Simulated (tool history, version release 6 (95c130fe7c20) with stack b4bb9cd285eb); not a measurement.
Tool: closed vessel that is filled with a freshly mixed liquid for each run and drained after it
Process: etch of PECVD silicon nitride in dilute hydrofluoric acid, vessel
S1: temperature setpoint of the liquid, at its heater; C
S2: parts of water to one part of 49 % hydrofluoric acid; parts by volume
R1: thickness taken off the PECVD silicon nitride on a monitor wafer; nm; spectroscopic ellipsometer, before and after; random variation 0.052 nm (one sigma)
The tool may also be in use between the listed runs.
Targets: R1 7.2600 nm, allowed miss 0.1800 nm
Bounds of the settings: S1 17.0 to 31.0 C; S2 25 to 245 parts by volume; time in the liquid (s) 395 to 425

{"run": 1, "hour": 0.0, "S1": 23.0, "S2": 135, "time in the liquid (s)": 395, "R1": 16.292}
{"run": 2, "hour": 5.4, "S1": 23.0, "S2": 135, "time in the liquid (s)": 395, "R1": 16.483}
{"run": 3, "hour": 13.9, "S1": 21.0, "S2": 135, "time in the liquid (s)": 395, "R1": 14.253}
{"run": 4, "hour": 16.2, "S1": 20.0, "S2": 145, "time in the liquid (s)": 395, "R1": 12.602}
{"run": 5, "hour": 24.9, "S1": 20.0, "S2": 145, "time in the liquid (s)": 425, "R1": 13.544}
{"run": 6, "hour": 32.1, "S1": 19.5, "S2": 155, "time in the liquid (s)": 425, "R1": 12.084}
{"run": 7, "hour": 34.8, "S1": 19.0, "S2": 165, "time in the liquid (s)": 425, "R1": 11.121}
{"run": 8, "hour": 43.8, "S1": 18.5, "S2": 175, "time in the liquid (s)": 425, "R1": 10.134}
{"run": 9, "hour": 47.5, "S1": 18.0, "S2": 180, "time in the liquid (s)": 425, "R1": 9.5602}
{"run": 10, "hour": 53.4, "S1": 18.0, "S2": 185, "time in the liquid (s)": 425, "R1": 9.2631}
{"run": 11, "hour": 57.3, "S1": 18.0, "S2": 190, "time in the liquid (s)": 425, "R1": 9.005}
{"run": 12, "hour": 62.0, "S1": 18.0, "S2": 195, "time in the liquid (s)": 425, "R1": 8.7973}
{"run": 13, "hour": 68.7, "S1": 18.0, "S2": 200, "time in the liquid (s)": 425, "R1": 8.6552}

Which of these 4 next moves meets every target?
{"run": "A", "hour": 75.4, "S1": 19.5, "S2": 235, "time in the liquid (s)": 410, "R1": "?"}
{"run": "B", "hour": 75.4, "S1": 17.0, "S2": 205, "time in the liquid (s)": 395, "R1": "?"}
{"run": "C", "hour": 75.4, "S1": 17.0, "S2": 225, "time in the liquid (s)": 400, "R1": "?"}
{"run": "D", "hour": 75.4, "S1": 17.0, "S2": 215, "time in the liquid (s)": 395, "R1": "?"}

move=A R1=7.8079
move=B R1=7.2976
move=C R1=6.7552
move=D R1=6.9697
A: nearer than the last run, and not there yet
B: meets every target
C: takes the result that was furthest off past its target
D: takes the result that was furthest off past its target
Answer: B
